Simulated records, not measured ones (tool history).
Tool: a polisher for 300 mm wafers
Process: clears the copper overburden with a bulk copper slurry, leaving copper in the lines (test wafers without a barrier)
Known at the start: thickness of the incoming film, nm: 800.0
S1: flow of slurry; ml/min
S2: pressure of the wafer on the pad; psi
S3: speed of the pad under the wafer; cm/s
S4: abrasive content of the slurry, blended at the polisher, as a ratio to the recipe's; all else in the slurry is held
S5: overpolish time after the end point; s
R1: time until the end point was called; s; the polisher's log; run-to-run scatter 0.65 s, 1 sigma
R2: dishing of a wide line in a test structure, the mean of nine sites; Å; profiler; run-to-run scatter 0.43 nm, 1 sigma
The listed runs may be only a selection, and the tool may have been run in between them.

run	hour	S1	S2	S3	S4	S5	R1	R2
1	0.0	170	2.8	120	1.00	21	82.985	768.61
2	1.0	175	2.6	128	1.05	19	82.412	736.39
3	6.1	175	2.3	128	1.05	19	92.224	690.25
4	6.7	175	2.0	128	1.05	19	104.230	652.07
5	13.1	180	1.9	134	1.10	18	102.340	627.56
6	18.3	190	1.8	140	1.15	17	101.730	622.41
7	22.8	180	1.8	146	1.20	16	96.600	608.01
8	30.7	170	1.8	150	1.25	15	94.363	591.89
9	34.8	160	1.8	154	1.30	14	90.759	578.41
10	38.6	155	1.8	158	1.30	13	91.286	542.26
11	41.9	150	1.8	162	1.30	12	89.563	524.97

Run 12 has not been measured yet. What should we expect?
12	47.3	145	1.9	164	1.20	11	?	?

{"run 12": {"R1": 84.451, "R2": 515.78}}
